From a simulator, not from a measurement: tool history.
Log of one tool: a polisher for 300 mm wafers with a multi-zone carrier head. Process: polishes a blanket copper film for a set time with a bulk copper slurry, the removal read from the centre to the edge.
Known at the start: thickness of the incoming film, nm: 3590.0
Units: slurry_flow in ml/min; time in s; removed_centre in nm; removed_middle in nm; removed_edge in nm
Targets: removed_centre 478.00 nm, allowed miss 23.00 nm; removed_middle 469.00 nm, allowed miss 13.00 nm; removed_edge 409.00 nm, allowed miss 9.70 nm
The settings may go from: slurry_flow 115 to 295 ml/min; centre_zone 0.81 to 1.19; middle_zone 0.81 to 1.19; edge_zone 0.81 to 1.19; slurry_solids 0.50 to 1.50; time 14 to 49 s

run 1 day=0.000 | slurry_flow=190 centre_zone=1.00 middle_zone=1.00 edge_zone=1.00 slurry_solids=1.00 time=31 | removed_centre=287.65 removed_middle=291.60 removed_edge=286.93
run 2 day=0.225 | slurry_flow=200 centre_zone=1.02 middle_zone=1.02 edge_zone=1.01 slurry_solids=1.05 time=32 | removed_centre=300.42 removed_middle=312.49 removed_edge=304.22
run 3 day=0.450 | slurry_flow=200 centre_zone=1.02 middle_zone=1.02 edge_zone=1.01 slurry_solids=0.90 time=32 | removed_centre=296.91 removed_middle=305.49 removed_edge=289.82
run 4 day=0.592 | slurry_flow=200 centre_zone=1.08 middle_zone=1.02 edge_zone=1.01 slurry_solids=0.90 time=32 | removed_centre=310.31 removed_middle=302.56 removed_edge=295.01
run 5 day=0.812 | slurry_flow=200 centre_zone=1.08 middle_zone=1.02 edge_zone=1.01 slurry_solids=0.90 time=36 | removed_centre=339.11 removed_middle=337.11 removed_edge=331.29
run 6 day=0.933 | slurry_flow=200 centre_zone=1.08 middle_zone=1.05 edge_zone=1.01 slurry_solids=0.90 time=36 | removed_centre=343.08 removed_middle=343.99 removed_edge=332.18
run 7 day=1.300 | slurry_flow=210 centre_zone=1.10 middle_zone=1.06 edge_zone=0.98 slurry_solids=1.00 time=36 | removed_centre=370.98 removed_middle=362.74 removed_edge=337.31
run 8 day=1.646 | slurry_flow=220 centre_zone=1.11 middle_zone=1.08 edge_zone=0.99 slurry_solids=1.05 time=36 | removed_centre=385.74 removed_middle=385.40 removed_edge=344.79
run 9 day=1.804 | slurry_flow=225 centre_zone=1.12 middle_zone=1.08 edge_zone=1.00 slurry_solids=1.10 time=36 | removed_centre=398.77 removed_middle=380.95 removed_edge=352.79
run 10 day=2.138 | slurry_flow=230 centre_zone=1.12 middle_zone=1.10 edge_zone=1.01 slurry_solids=1.15 time=36 | removed_centre=400.67 removed_middle=400.40 removed_edge=360.33
run 11 day=2.317 | slurry_flow=235 centre_zone=1.13 middle_zone=1.11 edge_zone=1.02 slurry_solids=1.20 time=36 | removed_centre=402.28 removed_middle=407.13 removed_edge=367.11

Which of these 5 next moves meets every target?
run A day=2.496 | slurry_flow=245 centre_zone=0.94 middle_zone=0.87 edge_zone=1.19 slurry_solids=1.15 time=37 | removed_centre=? removed_middle=? removed_edge=?
run B day=2.496 | slurry_flow=255 centre_zone=1.17 middle_zone=1.18 edge_zone=0.84 slurry_solids=1.25 time=40 | removed_centre=? removed_middle=? removed_edge=?
run C day=2.496 | slurry_flow=280 centre_zone=1.12 middle_zone=1.08 edge_zone=0.93 slurry_solids=1.20 time=41 | removed_centre=? removed_middle=? removed_edge=?
run D day=2.496 | slurry_flow=190 centre_zone=1.07 middle_zone=0.88 edge_zone=1.05 slurry_solids=1.25 time=38 | removed_centre=? removed_middle=? removed_edge=?
run E day=2.496 | slurry_flow=210 centre_zone=1.12 middle_zone=1.10 edge_zone=0.97 slurry_solids=1.35 time=38 | removed_centre=? removed_middle=? removed_edge=?

move=A removed_centre=345.35 removed_middle=340.78 removed_edge=399.49
move=B removed_centre=479.09 removed_middle=489.88 removed_edge=377.78
move=C removed_centre=474.17 removed_middle=468.75 removed_edge=405.65
move=D removed_centre=385.24 removed_middle=339.69 removed_edge=378.33
move=E removed_centre=423.36 removed_middle=428.20 removed_edge=377.53
A: further off than the last run
B: takes the result that was furthest off past its target
C: meets every target
D: further off than the last run
E: nearer than the last run, and not there yet
Answer: C
